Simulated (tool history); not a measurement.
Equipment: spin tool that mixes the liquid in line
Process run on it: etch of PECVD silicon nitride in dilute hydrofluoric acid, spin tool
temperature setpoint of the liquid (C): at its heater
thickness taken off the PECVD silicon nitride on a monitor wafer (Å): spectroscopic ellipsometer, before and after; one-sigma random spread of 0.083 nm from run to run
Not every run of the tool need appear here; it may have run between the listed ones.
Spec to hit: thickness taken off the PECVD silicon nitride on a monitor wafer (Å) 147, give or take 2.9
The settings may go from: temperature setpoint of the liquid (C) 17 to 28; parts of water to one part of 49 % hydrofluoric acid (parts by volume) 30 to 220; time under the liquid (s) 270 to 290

run  hour  temperature setpoint of the liquid (C)  parts of water to one part of 49 % hydrofluoric acid (parts by volume)  time under the liquid (s)  thickness taken off the PECVD silicon nitride on a monitor wafer (Å)
  1     0                                      20                                                                     125                        270                                                                89.064
  2   5.5                                    21.5                                                                     125                        270                                                                97.872
  3   7.1                                    21.5                                                                     155                        270                                                                79.454
  4  14.6                                      20                                                                     155                        270                                                                72.421
  5  19.8                                    21.5                                                                     150                        270                                                                82.175
  6    24                                    19.5                                                                     150                        270                                                                72.225
  7  25.7                                    23.5                                                                     125                        270                                                                112.33
  8  26.6                                    24.5                                                                     125                        270                                                                119.66
  9  33.7                                      25                                                                     125                        270                                                                124.16

Pick the move, out of 5, that brings all results within their allowed miss; only one does.
  A  40.8                                    26.5                                                                     125                        290                                                                     ?
  B  40.8                                      26                                                                     110                        280                                                                     ?
  C  40.8                                      28                                                                     125                        280                                                                     ?
  D  40.8                                      25                                                                     140                        280                                                                     ?
  E  40.8                                    24.5                                                                     100                        280                                                                     ?

move  thickness taken off the PECVD silicon nitride on a monitor wafer (Å)
   A                                                                146.88
   B                                                                155.98
   C                                                                155.97
   D                                                                115.09
   E                                                                155.49
A: meets every target
B: moves the result that the last run missed by most past its target, out the other side
C: moves the result that the last run missed by most past its target, out the other side
D: its largest miss is bigger than the last run's
E: moves the result that the last run missed by most past its target, out the other side
Answer: A
